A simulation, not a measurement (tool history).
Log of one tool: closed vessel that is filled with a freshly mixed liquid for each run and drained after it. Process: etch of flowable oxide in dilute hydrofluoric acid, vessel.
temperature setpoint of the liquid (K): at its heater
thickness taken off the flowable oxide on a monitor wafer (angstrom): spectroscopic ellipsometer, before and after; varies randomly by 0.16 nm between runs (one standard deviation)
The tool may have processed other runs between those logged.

run	hour	temperature setpoint of the liquid (K)	parts of water to one part of 49 % hydrofluoric acid (parts by volume)	time in the liquid (s)	thickness taken off the flowable oxide on a monitor wafer (angstrom)
1	0	297.15	150	90	204.04
2	8.4	296.15	150	90	194.57
3	11.4	296.15	150	95	207.43
4	16.8	295.65	150	95	199.67
5	18.2	295.65	150	90	190.8
6	21.7	295.15	150	90	188.49

For run 7, what comes out?
7	29.9	295.15	150	90	?

Run 7 came out at thickness taken off the flowable oxide on a monitor wafer (angstrom) 184.63.
